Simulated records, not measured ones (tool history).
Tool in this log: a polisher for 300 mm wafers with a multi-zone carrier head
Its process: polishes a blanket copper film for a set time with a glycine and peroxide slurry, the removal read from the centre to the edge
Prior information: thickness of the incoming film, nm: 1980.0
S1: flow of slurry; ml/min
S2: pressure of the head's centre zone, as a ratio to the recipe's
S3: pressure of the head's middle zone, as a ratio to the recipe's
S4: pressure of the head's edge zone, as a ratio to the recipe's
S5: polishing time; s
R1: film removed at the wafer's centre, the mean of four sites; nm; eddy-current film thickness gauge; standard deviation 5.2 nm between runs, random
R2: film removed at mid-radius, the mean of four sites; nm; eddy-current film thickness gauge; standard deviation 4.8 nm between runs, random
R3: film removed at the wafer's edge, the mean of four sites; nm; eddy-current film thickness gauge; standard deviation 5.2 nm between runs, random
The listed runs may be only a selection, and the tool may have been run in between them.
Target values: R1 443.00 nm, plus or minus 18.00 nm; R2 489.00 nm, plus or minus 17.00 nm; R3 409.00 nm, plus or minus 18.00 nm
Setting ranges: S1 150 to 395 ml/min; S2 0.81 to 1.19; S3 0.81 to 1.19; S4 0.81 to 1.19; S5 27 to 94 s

run  hour   S1    S2    S3    S4  S5      R1      R2      R3
  1   0.0  250  1.00  1.00  1.00  60  286.65  292.88  293.76
  2   6.9  250  1.00  1.00  1.00  74  365.07  364.31  366.44
  3  14.6  250  1.00  1.00  1.00  59  290.43  295.02  298.34
  4  21.9  255  1.01  1.02  1.00  61  307.19  303.06  303.69
  5  28.7  255  1.08  1.02  1.00  61  313.22  313.49  305.48
  6  29.7  250  1.08  1.04  1.00  63  326.54  314.14  307.47
  7  32.5  265  1.05  1.06  0.99  65  328.98  331.50  327.00
  8  39.4  260  1.05  1.07  0.97  68  350.94  358.18  341.34
  9  41.2  265  1.05  1.08  0.96  69  350.73  362.99  335.46
 10  45.1  270  1.05  1.09  0.96  70  357.33  372.68  343.42
     53.8  -- worn pad replaced by a new one
 11  53.8  275  1.05  1.10  0.96  71  391.30  414.49  374.62
 12  62.4  345  1.04  1.14  0.91  70  399.88  434.79  363.91
 13  68.7  350  1.04  1.14  0.92  70  395.22  439.87  368.34
 14  74.8  350  1.04  1.14  0.92  70  397.84  431.52  370.46
 15  75.5  355  1.04  1.15  0.92  70  404.91  433.31  363.37

Below are 5 possible settings for the next run. Only one of them brings all results inside the allowed miss of their targets. Which is it?
  A  76.2  270  0.97  0.93  1.14  70   ?   ?   ?
  B  76.2  395  1.13  1.15  0.85  64   ?   ?   ?
  C  76.2  310  0.88  1.06  0.97  71   ?   ?   ?
  D  76.2  350  1.06  1.18  0.94  77   ?   ?   ?
  E  76.2  395  1.18  1.19  1.02  69   ?   ?   ?

move      R1      R2      R3
   A  358.42  348.36  392.01
   B  378.68  394.07  318.31
   C  345.90  400.05  370.13
   D  431.10  480.37  398.00
   E  421.28  437.41  373.45
A: misses by more than the last run did
B: misses by more than the last run did
C: misses by more than the last run did
D: every result lands within tolerance
E: closer than the last run, but not yet in spec
Move D is the one to make.

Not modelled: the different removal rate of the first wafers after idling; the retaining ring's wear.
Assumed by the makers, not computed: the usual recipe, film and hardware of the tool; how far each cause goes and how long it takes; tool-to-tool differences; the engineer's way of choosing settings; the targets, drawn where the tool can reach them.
